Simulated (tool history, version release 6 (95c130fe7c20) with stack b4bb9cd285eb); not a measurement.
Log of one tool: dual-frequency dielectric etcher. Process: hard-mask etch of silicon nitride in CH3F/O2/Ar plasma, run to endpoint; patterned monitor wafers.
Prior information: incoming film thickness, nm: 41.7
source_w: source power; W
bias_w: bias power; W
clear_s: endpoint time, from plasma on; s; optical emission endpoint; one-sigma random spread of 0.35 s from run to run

run	day	source_w	bias_w	clear_s
1	0	530	56	62.337
2	0.042	480	56	65.361
3	0.138	480	51	67.026
4	0.162	520	51	64.214
5	0.504	480	50	67.503
6	0.729	450	50	70.539
7	1.088	440	50	71.365
8	1.446	440	50	70.877

Run 9, settings as shown, results not yet in. Your forecast:
9	1.642	430	50	?

Logged for run 9: clear_s 71.907 s.
